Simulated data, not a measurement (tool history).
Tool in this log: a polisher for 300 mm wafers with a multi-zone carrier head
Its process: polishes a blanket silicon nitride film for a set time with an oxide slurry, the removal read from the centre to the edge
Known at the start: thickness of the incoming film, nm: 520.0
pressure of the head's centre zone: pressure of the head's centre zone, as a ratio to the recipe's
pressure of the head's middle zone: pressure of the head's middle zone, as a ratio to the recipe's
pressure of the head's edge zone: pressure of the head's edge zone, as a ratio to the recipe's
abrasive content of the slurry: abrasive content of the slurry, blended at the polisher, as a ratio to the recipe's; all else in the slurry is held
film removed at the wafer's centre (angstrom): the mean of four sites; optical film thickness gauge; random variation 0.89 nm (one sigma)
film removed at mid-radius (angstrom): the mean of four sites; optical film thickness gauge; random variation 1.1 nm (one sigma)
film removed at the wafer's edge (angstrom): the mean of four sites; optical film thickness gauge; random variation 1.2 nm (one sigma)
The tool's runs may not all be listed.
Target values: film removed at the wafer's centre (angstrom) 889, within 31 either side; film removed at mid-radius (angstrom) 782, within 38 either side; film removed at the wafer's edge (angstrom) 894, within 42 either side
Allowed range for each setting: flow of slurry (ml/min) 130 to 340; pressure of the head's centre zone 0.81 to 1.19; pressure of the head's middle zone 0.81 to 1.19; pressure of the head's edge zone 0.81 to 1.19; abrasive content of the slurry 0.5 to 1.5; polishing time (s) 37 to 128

run  hour  flow of slurry (ml/min)  pressure of the head's centre zone  pressure of the head's middle zone  pressure of the head's edge zone  abrasive content of the slurry  polishing time (s)  film removed at the wafer's centre (angstrom)  film removed at mid-radius (angstrom)  film removed at the wafer's edge (angstrom)
  1     0                      220                                   1                                   1                                 1                               1                  82                                         577.14                                 566.01                                       594.65
  2   8.9                      220                                   1                                1.07                                 1                               1                  82                                         587.73                                 611.08                                       584.17
  3  11.2                      220                                1.01                                1.06                              1.02                             1.1                  83                                         612.93                                  628.5                                       644.82
  4    20                      220                                1.01                                1.06                              1.02                            1.25                  83                                         647.29                                  635.6                                       641.29
  5  20.7                      195                                1.01                                1.06                              1.02                            1.25                  83                                         621.83                                 646.25                                       643.35
  6  26.5                      200                                1.03                                1.06                              1.04                             1.3                  85                                         670.43                                 674.29                                       692.02
  7  33.3                      205                                1.05                                1.06                              1.06                            1.35                  86                                         706.65                                 684.79                                       698.34
  8  40.5                      205                                1.05                                1.05                              1.07                             1.4                  88                                         744.92                                 697.72                                       718.29
  9  42.8                      200                                1.05                                1.04                              1.09                             1.4                  91                                         758.23                                 729.75                                       760.97
 10  44.4                      205                                1.05                                1.03                               1.1                             1.4                  92                                            771                                 726.05                                       781.15
 11  50.4                      210                                1.05                                1.03                              1.11                             1.4                  93                                         776.73                                 730.83                                       786.59
 12  56.4                      215                                1.05                                1.02                              1.12                             1.4                  94                                          781.4                                 738.78                                       820.51
 13  62.2                      220                                1.06                                1.02                              1.13                             1.4                  94                                         794.48                                 742.67                                       793.82
 14  66.7                      220                                1.06                                1.01                              1.13                             1.4                  95                                         815.38                                 734.52                                       816.97
 15  74.3                      250                                1.08                                1.01                              1.19                             1.5                  95                                          850.9                                 776.06                                       859.15

Below are 5 possible settings for the next run. Only one of them brings all results inside the allowed miss of their targets. Which is it?
  A  81.9                      200                                0.96                                0.85                              1.19                             1.4                 105                                              ?                                      ?                                            ?
  B  81.9                      230                                1.14                                1.09                              1.15                             1.5                  92                                              ?                                      ?                                            ?
  C  81.9                      240                                1.03                                0.98                              1.19                            1.45                  96                                              ?                                      ?                                            ?
  D  81.9                      200                                 1.1                                0.99                              1.19                             1.5                 102                                              ?                                      ?                                            ?
  E  81.9                      265                                0.95                                0.88                              1.19                             1.5                 103                                              ?                                      ?                                            ?

move  film removed at the wafer's centre (angstrom)  film removed at mid-radius (angstrom)  film removed at the wafer's edge (angstrom)
   A                                         789.91                                 746.52                                       896.88
   B                                         860.53                                 803.94                                       798.04
   C                                            807                                 776.82                                       843.62
   D                                         899.34                                 817.92                                       888.23
   E                                         816.58                                 793.96                                       923.65
A: moves away from the targets compared with the last run
B: the furthest-off result lands on target, but another misses its tolerance
C: moves away from the targets compared with the last run
D: every result within its allowed miss
E: moves away from the targets compared with the last run
D meets every target.
